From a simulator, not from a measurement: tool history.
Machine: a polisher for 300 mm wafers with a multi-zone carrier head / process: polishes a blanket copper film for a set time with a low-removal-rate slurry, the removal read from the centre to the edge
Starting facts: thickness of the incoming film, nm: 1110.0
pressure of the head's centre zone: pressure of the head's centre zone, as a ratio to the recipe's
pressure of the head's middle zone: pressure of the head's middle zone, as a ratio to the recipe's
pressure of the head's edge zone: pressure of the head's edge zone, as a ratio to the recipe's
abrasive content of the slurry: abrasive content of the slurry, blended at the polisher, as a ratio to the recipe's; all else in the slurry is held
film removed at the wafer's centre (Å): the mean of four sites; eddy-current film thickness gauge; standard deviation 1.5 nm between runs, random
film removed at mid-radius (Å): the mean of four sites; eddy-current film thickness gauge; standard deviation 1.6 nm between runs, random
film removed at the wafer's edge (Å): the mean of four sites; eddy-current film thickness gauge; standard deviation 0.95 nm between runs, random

| run | hour | flow of slurry (ml/min) | pressure of the head's centre zone | pressure of the head's middle zone | pressure of the head's edge zone | abrasive content of the slurry | polishing time (s) | film removed at the wafer's centre (Å) | film removed at mid-radius (Å) | film removed at the wafer's edge (Å) |
|---|---|---|---|---|---|---|---|---|---|---|
| 1 | 0 | 320 | 1 | 1 | 1 | 1 | 43 | 1542.2 | 1548.2 | 1570.5 |
| 2 | 7.3 | 320 | 1 | 1.04 | 1 | 1 | 43 | 1530.9 | 1575.4 | 1565.5 |
| 3 | 7.9 | 320 | 1 | 1.04 | 1.06 | 1 | 43 | 1532.7 | 1567.3 | 1606.9 |
| 4 | 9.4 | 315 | 1.02 | 1.01 | 1.03 | 0.9 | 43 | 1527.6 | 1532.4 | 1569.9 |
| 5 | 17.7 | 315 | 1.02 | 0.97 | 1.03 | 0.9 | 43 | 1546.4 | 1474.8 | 1572.2 |
| 6 | 25.3 | 380 | 1.02 | 0.97 | 1.03 | 0.9 | 43 | 1555.1 | 1489 | 1561.9 |

For run 7, what comes out?
| 7 | 29.8 | 385 | 1.04 | 0.95 | 1 | 0.85 | 43 | ? | ? | ? |

film removed at the wafer's centre (Å): 1558.7
film removed at mid-radius (Å): 1459.3
film removed at the wafer's edge (Å): 1536.8
